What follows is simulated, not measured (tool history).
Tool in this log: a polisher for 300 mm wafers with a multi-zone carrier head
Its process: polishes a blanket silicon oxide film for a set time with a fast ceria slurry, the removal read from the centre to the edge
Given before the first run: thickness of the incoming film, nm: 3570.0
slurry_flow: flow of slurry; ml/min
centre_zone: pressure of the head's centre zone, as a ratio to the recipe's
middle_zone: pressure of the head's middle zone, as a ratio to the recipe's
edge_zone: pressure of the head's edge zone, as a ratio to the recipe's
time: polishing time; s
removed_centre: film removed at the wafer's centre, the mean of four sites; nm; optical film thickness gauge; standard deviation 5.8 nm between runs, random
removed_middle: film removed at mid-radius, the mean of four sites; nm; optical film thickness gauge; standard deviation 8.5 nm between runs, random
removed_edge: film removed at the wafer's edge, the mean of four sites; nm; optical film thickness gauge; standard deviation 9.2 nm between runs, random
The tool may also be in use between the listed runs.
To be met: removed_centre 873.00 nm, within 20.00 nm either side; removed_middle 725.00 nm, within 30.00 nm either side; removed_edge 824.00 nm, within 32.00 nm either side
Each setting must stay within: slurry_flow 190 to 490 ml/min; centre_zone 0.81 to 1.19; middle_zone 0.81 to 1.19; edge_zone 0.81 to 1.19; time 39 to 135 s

Run 1, hour 0.0: slurry_flow 315 ml/min, centre_zone 1.00, middle_zone 1.00, edge_zone 1.00, time 87 s. Result: removed_centre 1166.70 nm, removed_middle 1196.70 nm, removed_edge 1156.00 nm.
Run 2, hour 6.1: slurry_flow 310 ml/min, centre_zone 1.01, middle_zone 0.97, edge_zone 1.00, time 82 s. Result: removed_centre 1103.40 nm, removed_middle 1091.10 nm, removed_edge 1109.40 nm.
Run 3, hour 7.0: slurry_flow 235 ml/min, centre_zone 1.01, middle_zone 0.97, edge_zone 1.00, time 82 s. Result: removed_centre 1073.80 nm, removed_middle 1034.60 nm, removed_edge 1113.10 nm.
Run 4, hour 10.7: slurry_flow 235 ml/min, centre_zone 1.01, middle_zone 0.97, edge_zone 0.94, time 82 s. Result: removed_centre 1077.40 nm, removed_middle 1029.40 nm, removed_edge 1073.30 nm.
Run 5, hour 13.8: slurry_flow 240 ml/min, centre_zone 1.01, middle_zone 0.95, edge_zone 0.92, time 78 s. Result: removed_centre 1019.70 nm, removed_middle 961.50 nm, removed_edge 1023.80 nm.
Run 6, hour 20.9: slurry_flow 240 ml/min, centre_zone 1.01, middle_zone 0.95, edge_zone 0.96, time 78 s. Result: removed_centre 1022.10 nm, removed_middle 977.20 nm, removed_edge 1034.60 nm.
Run 7, hour 26.6: slurry_flow 240 ml/min, centre_zone 1.02, middle_zone 0.93, edge_zone 0.94, time 75 s. Result: removed_centre 995.32 nm, removed_middle 925.65 nm, removed_edge 979.45 nm.
Run 8, hour 31.1: slurry_flow 240 ml/min, centre_zone 1.02, middle_zone 0.93, edge_zone 0.94, time 75 s. Result: removed_centre 992.90 nm, removed_middle 917.65 nm, removed_edge 983.03 nm.
Run 9, hour 36.6: slurry_flow 240 ml/min, centre_zone 1.02, middle_zone 0.91, edge_zone 0.93, time 73 s. Result: removed_centre 967.35 nm, removed_middle 860.51 nm, removed_edge 941.09 nm.
Run 10, hour 42.8: slurry_flow 240 ml/min, centre_zone 0.97, middle_zone 0.81, edge_zone 0.83, time 68 s. Result: removed_centre 852.87 nm, removed_middle 732.02 nm, removed_edge 850.26 nm.

5 candidate next runs follow, results not yet known. Just one meets every target within its allowed miss. Identify it.
Run A, hour 49.0: slurry_flow 265 ml/min, centre_zone 1.01, middle_zone 0.81, edge_zone 0.81, time 66 s. Result: removed_centre ?, removed_middle ?, removed_edge ?.
Run B, hour 49.0: slurry_flow 190 ml/min, centre_zone 0.94, middle_zone 0.84, edge_zone 0.91, time 68 s. Result: removed_centre ?, removed_middle ?, removed_edge ?.
Run C, hour 49.0: slurry_flow 195 ml/min, centre_zone 0.91, middle_zone 0.81, edge_zone 0.89, time 70 s. Result: removed_centre ?, removed_middle ?, removed_edge ?.
Run D, hour 49.0: slurry_flow 215 ml/min, centre_zone 0.94, middle_zone 0.82, edge_zone 0.82, time 72 s. Result: removed_centre ?, removed_middle ?, removed_edge ?.
Run E, hour 49.0: slurry_flow 290 ml/min, centre_zone 0.98, middle_zone 0.87, edge_zone 0.81, time 66 s. Result: removed_centre ?, removed_middle ?, removed_edge ?.

move  removed_centre  removed_middle  removed_edge
   A          878.32          749.08        842.11
   B          794.94          754.53        865.47
   C          796.15          758.57        888.11
   D          862.26          801.14        901.63
   E          862.51          801.31        848.28
A: meets every target
B: the biggest miss grows against the last run
C: the biggest miss grows against the last run
D: the worst result of the last run now meets its target, but another is out of spec
E: the worst result of the last run now meets its target, but another is out of spec
Move A is the one to make.
